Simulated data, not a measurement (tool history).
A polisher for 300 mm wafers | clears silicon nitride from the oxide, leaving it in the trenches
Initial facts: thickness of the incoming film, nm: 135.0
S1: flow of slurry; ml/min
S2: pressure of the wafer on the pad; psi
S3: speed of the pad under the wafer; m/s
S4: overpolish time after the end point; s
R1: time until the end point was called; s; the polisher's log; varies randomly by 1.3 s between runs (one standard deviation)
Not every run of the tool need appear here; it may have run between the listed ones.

run  hour   S1   S2    S3  S4      R1
  1     0  140  2.8   0.9  50  154.51
  2     3  140    3   0.9  50  147.14
  3   3.8  140    3  0.68  50  185.97
  4   7.9  110    3  0.68  50  202.82
  5  14.6  115  3.2   0.7  50  182.94
  6  21.3  120  3.3  0.72  50   170.6
  7  22.6  125  3.4  0.74  50  159.78

Estimate the outcome of run 8 from the log above:
  8  30.9  130  3.5  0.76  50   ?

R1: 152.43 s
